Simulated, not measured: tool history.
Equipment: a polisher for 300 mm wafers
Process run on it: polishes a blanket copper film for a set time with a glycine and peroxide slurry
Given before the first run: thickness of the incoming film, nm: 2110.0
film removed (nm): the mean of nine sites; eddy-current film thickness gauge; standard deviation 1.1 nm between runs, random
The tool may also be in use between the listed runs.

run	hour	flow of slurry (ml/min)	pressure of the wafer on the pad (psi)	speed of the pad under the wafer (cm/s)	polishing time (s)	film removed (nm)
1	0	315	1.6	76	68	178.89
2	8.6	315	1.4	76	68	161.85
3	9.2	315	1.4	76	68	164.74
4	14.5	315	1.4	76	71	172.16
5	23.4	315	1.7	76	71	192.76
6	31.6	315	1.7	86	71	211.2

Estimate the outcome of run 7 from the log above:
7	33.6	315	1.4	86	71	?

film removed (nm): 184.09
